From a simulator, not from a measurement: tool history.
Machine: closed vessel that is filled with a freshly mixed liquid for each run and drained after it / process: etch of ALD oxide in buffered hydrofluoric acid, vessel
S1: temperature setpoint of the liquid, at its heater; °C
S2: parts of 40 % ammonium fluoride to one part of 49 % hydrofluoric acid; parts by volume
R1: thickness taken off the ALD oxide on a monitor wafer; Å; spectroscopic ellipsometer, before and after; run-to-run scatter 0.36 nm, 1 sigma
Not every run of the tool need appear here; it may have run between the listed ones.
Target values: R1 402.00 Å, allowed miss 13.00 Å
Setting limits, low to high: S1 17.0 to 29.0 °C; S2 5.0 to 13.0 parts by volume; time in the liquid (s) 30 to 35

Run 1, hour 0.0: S1 21.0 °C, S2 8.0 parts by volume, time in the liquid (s) 35. Result: R1 627.13 Å.
Run 2, hour 8.9: S1 21.0 °C, S2 6.5 parts by volume, time in the liquid (s) 35. Result: R1 767.72 Å.
Run 3, hour 11.8: S1 20.5 °C, S2 7.0 parts by volume, time in the liquid (s) 35. Result: R1 702.09 Å.
Run 4, hour 15.5: S1 20.0 °C, S2 7.5 parts by volume, time in the liquid (s) 35. Result: R1 635.29 Å.
Run 5, hour 21.3: S1 19.5 °C, S2 8.0 parts by volume, time in the liquid (s) 35. Result: R1 576.63 Å.
Run 6, hour 29.9: S1 19.5 °C, S2 9.0 parts by volume, time in the liquid (s) 35. Result: R1 503.32 Å.
Run 7, hour 31.3: S1 19.5 °C, S2 9.0 parts by volume, time in the liquid (s) 35. Result: R1 507.99 Å.
Run 8, hour 32.8: S1 19.0 °C, S2 9.0 parts by volume, time in the liquid (s) 35. Result: R1 492.83 Å.
Run 9, hour 34.1: S1 18.0 °C, S2 9.5 parts by volume, time in the liquid (s) 35. Result: R1 452.79 Å.
Run 10, hour 40.9: S1 17.5 °C, S2 10.0 parts by volume, time in the liquid (s) 35. Result: R1 421.36 Å.

Exercise: of the 5 proposed moves below, exactly one satisfies all targets within the stated allowed misses. Which move is it?
Run A, hour 47.7: S1 18.5 °C, S2 9.5 parts by volume, time in the liquid (s) 30. Result: R1 ?.
Run B, hour 47.7: S1 17.0 °C, S2 9.0 parts by volume, time in the liquid (s) 30. Result: R1 ?.
Run C, hour 47.7: S1 19.0 °C, S2 10.5 parts by volume, time in the liquid (s) 35. Result: R1 ?.
Run D, hour 47.7: S1 17.0 °C, S2 11.0 parts by volume, time in the liquid (s) 35. Result: R1 ?.
Run E, hour 47.7: S1 17.0 °C, S2 9.5 parts by volume, time in the liquid (s) 30. Result: R1 ?.

move      R1
   A  395.53
   B  375.79
   C  438.23
   D  373.85
   E  363.21
A: each result inside its tolerance
B: carries the result that was furthest off beyond its target, to the other side
C: lands further from the targets than the last run did
D: carries the result that was furthest off beyond its target, to the other side
E: carries the result that was furthest off beyond its target, to the other side
Go with A: it meets all targets.
